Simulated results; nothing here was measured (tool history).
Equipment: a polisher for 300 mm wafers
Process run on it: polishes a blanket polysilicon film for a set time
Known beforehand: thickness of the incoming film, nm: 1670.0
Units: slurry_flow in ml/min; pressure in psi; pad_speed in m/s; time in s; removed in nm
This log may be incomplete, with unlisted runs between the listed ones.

run	hour	slurry_flow	pressure	pad_speed	time	removed
1	0.0	135	2.8	1.20	42	358.81
2	2.8	130	2.7	1.20	42	349.17
3	6.5	130	2.6	1.20	42	338.12
4	8.7	125	2.6	1.20	42	335.72
5	13.4	125	2.6	1.36	42	377.89
6	15.3	120	2.5	1.36	42	365.02

What will run 7 give?
7	17.7	115	2.4	1.36	42	?

Run 7 produced removed 348.74 nm.
